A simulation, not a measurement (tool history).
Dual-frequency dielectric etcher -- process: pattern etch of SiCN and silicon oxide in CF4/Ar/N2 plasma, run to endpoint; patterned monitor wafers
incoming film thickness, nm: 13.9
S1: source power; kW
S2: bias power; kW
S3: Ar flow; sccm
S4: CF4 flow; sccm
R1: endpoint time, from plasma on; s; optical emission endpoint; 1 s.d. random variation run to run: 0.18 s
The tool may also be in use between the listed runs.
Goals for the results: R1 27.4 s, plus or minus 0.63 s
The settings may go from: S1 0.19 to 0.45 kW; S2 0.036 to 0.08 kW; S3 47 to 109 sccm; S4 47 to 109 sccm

run 1 hour=0 | S1=0.32 S2=0.058 S3=78 S4=78 | R1=21.011
run 2 hour=6.4 | S1=0.32 S2=0.054 S3=78 S4=78 | R1=21.658
run 3 hour=7 | S1=0.32 S2=0.054 S3=78 S4=68 | R1=22.213
run 4 hour=11.6 | S1=0.32 S2=0.054 S3=78 S4=61 | R1=22.39
run 5 hour=18.5 | S1=0.32 S2=0.054 S3=78 S4=50 | R1=22.916
run 6 hour=20.2 | S1=0.32 S2=0.054 S3=78 S4=47 | R1=22.988
run 7 hour=23.8 | S1=0.31 S2=0.054 S3=78 S4=47 | R1=24.096
run 8 hour=29.1 | S1=0.26 S2=0.053 S3=78 S4=47 | R1=29.919
run 9 hour=35.1 | S1=0.27 S2=0.053 S3=78 S4=47 | R1=28.198

5 next moves are on the table. One of them brings every result within its allowed miss. Which?
run A hour=41.1 | S1=0.28 S2=0.046 S3=82 S4=49 | R1=?
run B hour=41.1 | S1=0.29 S2=0.043 S3=65 S4=58 | R1=?
run C hour=41.1 | S1=0.28 S2=0.051 S3=81 S4=49 | R1=?
run D hour=41.1 | S1=0.26 S2=0.053 S3=77 S4=48 | R1=?
run E hour=41.1 | S1=0.27 S2=0.05 S3=86 S4=47 | R1=?

move=A R1=28.877
move=B R1=26.498
move=C R1=27.663
move=D R1=29.551
move=E R1=29.628
A: lands further from the targets than the last run did
B: pushes the last run's worst result past its target
C: in spec on every target
D: lands further from the targets than the last run did
E: lands further from the targets than the last run did
C meets every target.

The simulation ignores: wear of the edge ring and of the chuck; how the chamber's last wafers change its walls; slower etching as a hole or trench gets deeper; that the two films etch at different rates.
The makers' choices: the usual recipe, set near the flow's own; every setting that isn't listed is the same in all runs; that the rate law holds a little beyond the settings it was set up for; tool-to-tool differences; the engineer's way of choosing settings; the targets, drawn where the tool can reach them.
